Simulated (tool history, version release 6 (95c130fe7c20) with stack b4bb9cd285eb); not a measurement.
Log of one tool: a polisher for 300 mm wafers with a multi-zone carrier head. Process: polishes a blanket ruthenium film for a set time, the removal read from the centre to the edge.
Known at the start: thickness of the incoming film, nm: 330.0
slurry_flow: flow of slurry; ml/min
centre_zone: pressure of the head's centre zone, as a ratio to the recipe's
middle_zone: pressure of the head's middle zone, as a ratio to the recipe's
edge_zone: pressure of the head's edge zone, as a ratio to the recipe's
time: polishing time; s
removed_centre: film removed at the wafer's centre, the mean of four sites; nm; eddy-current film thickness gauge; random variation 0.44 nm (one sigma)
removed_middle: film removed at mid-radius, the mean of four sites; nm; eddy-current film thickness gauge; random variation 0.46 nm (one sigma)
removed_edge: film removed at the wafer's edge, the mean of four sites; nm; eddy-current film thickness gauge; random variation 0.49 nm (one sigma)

run 1 hour=0 | slurry_flow=315 centre_zone=1 middle_zone=1 edge_zone=1 time=36 | removed_centre=24.784 removed_middle=27.628 removed_edge=28.885
run 2 hour=0.9 | slurry_flow=380 centre_zone=1 middle_zone=1 edge_zone=1 time=36 | removed_centre=25.561 removed_middle=28.199 removed_edge=28.861
run 3 hour=6.4 | slurry_flow=380 centre_zone=1 middle_zone=1 edge_zone=1 time=42 | removed_centre=29.817 removed_middle=32.624 removed_edge=34.413
run 4 hour=9.7 | slurry_flow=385 centre_zone=1.02 middle_zone=1.02 edge_zone=1 time=43 | removed_centre=31.043 removed_middle=34.031 removed_edge=35.51
run 5 hour=16.6 | slurry_flow=335 centre_zone=1.02 middle_zone=1.02 edge_zone=1 time=43 | removed_centre=30.681 removed_middle=33.484 removed_edge=34.599
-- hour=21.6 centre zone pressure recalibrated
run 6 hour=21.6 | slurry_flow=340 centre_zone=1.04 middle_zone=1.03 edge_zone=1 time=44 | removed_centre=36.389 removed_middle=35.393 removed_edge=34.986
run 7 hour=27.4 | slurry_flow=365 centre_zone=1.02 middle_zone=1.13 edge_zone=1.1 time=46 | removed_centre=36.792 removed_middle=39.859 removed_edge=38.964

Run 8 comes next. What will it give?
run 8 hour=29.1 | slurry_flow=365 centre_zone=1.03 middle_zone=1.14 edge_zone=1.1 time=46 | removed_centre=? removed_middle=? removed_edge=?

removed_centre: 37.494 nm
removed_middle: 40.205 nm
removed_edge: 37.678 nm
